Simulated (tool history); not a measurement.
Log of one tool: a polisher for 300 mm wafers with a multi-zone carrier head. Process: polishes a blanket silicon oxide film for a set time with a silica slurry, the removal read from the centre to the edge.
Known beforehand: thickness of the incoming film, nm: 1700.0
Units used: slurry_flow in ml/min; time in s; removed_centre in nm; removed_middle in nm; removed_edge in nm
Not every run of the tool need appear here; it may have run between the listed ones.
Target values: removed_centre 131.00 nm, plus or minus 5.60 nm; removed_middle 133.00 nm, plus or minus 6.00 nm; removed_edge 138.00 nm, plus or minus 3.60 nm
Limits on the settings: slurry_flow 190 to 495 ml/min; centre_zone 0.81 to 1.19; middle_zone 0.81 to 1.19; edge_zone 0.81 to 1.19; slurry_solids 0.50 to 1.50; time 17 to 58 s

run    day  slurry_flow  centre_zone  middle_zone  edge_zone  slurry_solids  time  removed_centre  removed_middle  removed_edge
  1  0.000          320         1.00         1.00       1.00           1.00    37          110.31          109.16        109.05
  2  0.300          320         1.00         1.00       1.01           1.05    37          112.50          112.37        112.08
  3  0.471          320         1.00         1.00       1.02           1.10    37          113.28          113.32        115.60
  4  0.646          320         1.05         1.00       1.02           1.10    37          120.43          116.33        118.02
  5  0.704          320         1.05         1.00       1.02           1.15    37          124.62          117.13        117.86
  6  1.025          320         1.05         1.01       1.04           1.15    37          123.36          116.18        120.48
  7  1.279          320         1.05         1.02       1.05           1.15    37          122.87          117.54        120.23
  8  1.350          320         1.05         1.03       1.06           1.15    37          122.23          119.06        120.95
  9  1.662          320         1.05         1.04       1.07           1.15    37          124.21          120.62        119.56
 10  2.029          320         1.04         1.04       1.08           1.20    37          123.18          121.69        123.45
 11  2.392          320         1.04         1.04       1.09           1.20    37          127.23          124.47        124.54
 12  2.742          320         1.03         1.04       1.10           1.20    37          121.37          123.38        124.29
 13  3.092          320         1.03         1.04       1.11           1.20    37          123.93          124.44        124.22

Which single option among these 5 for the next run brings every result within its allowed miss of target? Just one does.
  A  3.442          275         0.94         0.83       1.11           1.45    41               ?               ?             ?
  B  3.442          290         1.04         1.19       1.05           1.15    34               ?               ?             ?
  C  3.442          325         1.06         0.82       1.12           1.45    37               ?               ?             ?
  D  3.442          345         1.17         1.06       1.02           1.05    37               ?               ?             ?
  E  3.442          325         1.00         1.03       1.13           1.20    40               ?               ?             ?

move  removed_centre  removed_middle  removed_edge
   A          133.22          120.04        148.48
   B          111.98          121.99        108.69
   C          137.68          108.67        136.00
   D          133.39          117.03        113.16
   E          130.16          130.80        136.40
A: moves the result that the last run missed by most past its target, out the other side
B: the biggest miss grows against the last run
C: the furthest-off result lands on target, but another misses its tolerance
D: the biggest miss grows against the last run
E: every result lands within tolerance
E meets every target.
